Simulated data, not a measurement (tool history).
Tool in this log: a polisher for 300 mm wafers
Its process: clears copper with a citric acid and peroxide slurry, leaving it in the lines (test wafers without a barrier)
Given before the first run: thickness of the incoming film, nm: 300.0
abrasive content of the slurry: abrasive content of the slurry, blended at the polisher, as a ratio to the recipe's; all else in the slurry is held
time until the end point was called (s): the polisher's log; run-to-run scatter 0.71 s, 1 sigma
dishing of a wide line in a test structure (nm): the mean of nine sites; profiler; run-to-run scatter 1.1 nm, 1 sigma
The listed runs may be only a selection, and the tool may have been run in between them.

run	day	flow of slurry (ml/min)	pressure of the wafer on the pad (psi)	speed of the pad under the wafer (cm/s)	abrasive content of the slurry	overpolish time after the end point (s)	time until the end point was called (s)	dishing of a wide line in a test structure (nm)
1	0.000	155	2.6	110	1.0	29	165.750	35.005
2	0.104	155	2.6	110	1.0	39	166.900	43.459
3	0.192	155	2.6	110	1.1	39	162.080	43.355
4	0.258	155	2.6	110	1.1	27	163.890	33.065
5	0.367	155	2.6	110	1.1	34	161.910	40.008
6	0.683	160	3.0	112	1.1	35	140.490	45.959
7	0.854	165	3.3	118	1.1	36	118.800	52.961
8	0.992	170	3.5	120	1.1	38	112.340	60.505
9	1.017	170	3.6	124	1.1	38	103.390	61.679
10	1.379	175	3.7	126	1.1	39	98.416	64.401
11	1.404	175	3.8	128	1.1	40	94.561	67.949

Run 12 is up next; what results do you expect?
12	1.712	175	3.9	130	1.1	41	?	?

{"run 12": {"time until the end point was called (s)": 91.549, "dishing of a wide line in a test structure (nm)": 70.002}}

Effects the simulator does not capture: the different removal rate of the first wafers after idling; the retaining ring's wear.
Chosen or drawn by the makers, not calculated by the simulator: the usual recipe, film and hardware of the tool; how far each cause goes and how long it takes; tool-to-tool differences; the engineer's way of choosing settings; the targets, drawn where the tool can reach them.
